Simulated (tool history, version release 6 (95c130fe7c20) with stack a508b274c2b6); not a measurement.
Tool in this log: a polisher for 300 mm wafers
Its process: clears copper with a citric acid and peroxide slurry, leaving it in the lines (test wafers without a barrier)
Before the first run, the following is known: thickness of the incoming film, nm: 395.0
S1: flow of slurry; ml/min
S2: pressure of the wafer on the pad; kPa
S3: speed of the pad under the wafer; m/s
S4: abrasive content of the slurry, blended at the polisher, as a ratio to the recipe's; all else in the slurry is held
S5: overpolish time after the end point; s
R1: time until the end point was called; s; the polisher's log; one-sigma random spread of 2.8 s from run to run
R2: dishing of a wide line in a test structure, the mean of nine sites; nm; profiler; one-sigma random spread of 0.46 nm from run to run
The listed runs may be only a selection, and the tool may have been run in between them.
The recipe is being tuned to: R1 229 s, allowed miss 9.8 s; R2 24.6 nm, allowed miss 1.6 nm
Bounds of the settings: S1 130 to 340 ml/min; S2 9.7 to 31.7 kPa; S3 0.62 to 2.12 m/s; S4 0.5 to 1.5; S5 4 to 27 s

Run 1, day 0: S1 220 ml/min, S2 20.7 kPa, S3 1.36 m/s, S4 1, S5 14 s. Result: R1 127.89 s, R2 35.228 nm.
Run 2, day 0.083: S1 220 ml/min, S2 19.3 kPa, S3 1.34 m/s, S4 1, S5 14 s. Result: R1 138.86 s, R2 31.442 nm.
Run 3, day 0.408: S1 260 ml/min, S2 19.3 kPa, S3 1.34 m/s, S4 1, S5 14 s. Result: R1 136.72 s, R2 32.193 nm.
Run 4, day 0.479: S1 260 ml/min, S2 19.3 kPa, S3 1.34 m/s, S4 1, S5 12 s. Result: R1 138.11 s, R2 29.027 nm.
Run 5, day 0.758: S1 260 ml/min, S2 19.3 kPa, S3 1.34 m/s, S4 1.15, S5 12 s. Result: R1 132.92 s, R2 29.646 nm.
Run 6, day 1.129: S1 260 ml/min, S2 19.3 kPa, S3 1.34 m/s, S4 1.15, S5 16 s. Result: R1 133.86 s, R2 38.161 nm.
Run 7, day 1.442: S1 260 ml/min, S2 17.9 kPa, S3 1.32 m/s, S4 1.15, S5 16 s. Result: R1 146.63 s, R2 34.162 nm.
Run 8, day 1.742: S1 260 ml/min, S2 16.5 kPa, S3 1.32 m/s, S4 1.15, S5 16 s. Result: R1 159.01 s, R2 32.546 nm.
Run 9, day 2.083: S1 255 ml/min, S2 11 kPa, S3 1.3 m/s, S4 1.15, S5 16 s. Result: R1 232.91 s, R2 22.642 nm.

5 candidate next runs follow, results not yet known. Just one meets every target within its allowed miss. Identify it.
Run A, day 2.425: S1 285 ml/min, S2 12.4 kPa, S3 1.24 m/s, S4 1, S5 12 s. Result: R1 ?, R2 ?.
Run B, day 2.425: S1 265 ml/min, S2 10.3 kPa, S3 1.28 m/s, S4 1.2, S5 17 s. Result: R1 ?, R2 ?.
Run C, day 2.425: S1 240 ml/min, S2 12.4 kPa, S3 1.16 m/s, S4 1.25, S5 17 s. Result: R1 ?, R2 ?.
Run D, day 2.425: S1 270 ml/min, S2 11 kPa, S3 1.26 m/s, S4 1.1, S5 15 s. Result: R1 ?, R2 ?.
Run E, day 2.425: S1 290 ml/min, S2 12.4 kPa, S3 1.1 m/s, S4 1.1, S5 20 s. Result: R1 ?, R2 ?.

move      R1      R2
   A  224.56   17.98
   B  251.93  21.907
   C  233.53  23.616
   D  244.18  20.251
   E  246.94  25.879
A: further off than the last run
B: further off than the last run
C: every result lands within tolerance
D: further off than the last run
E: gets the furthest-off result to its target, but another result is out of tolerance
Answer: C

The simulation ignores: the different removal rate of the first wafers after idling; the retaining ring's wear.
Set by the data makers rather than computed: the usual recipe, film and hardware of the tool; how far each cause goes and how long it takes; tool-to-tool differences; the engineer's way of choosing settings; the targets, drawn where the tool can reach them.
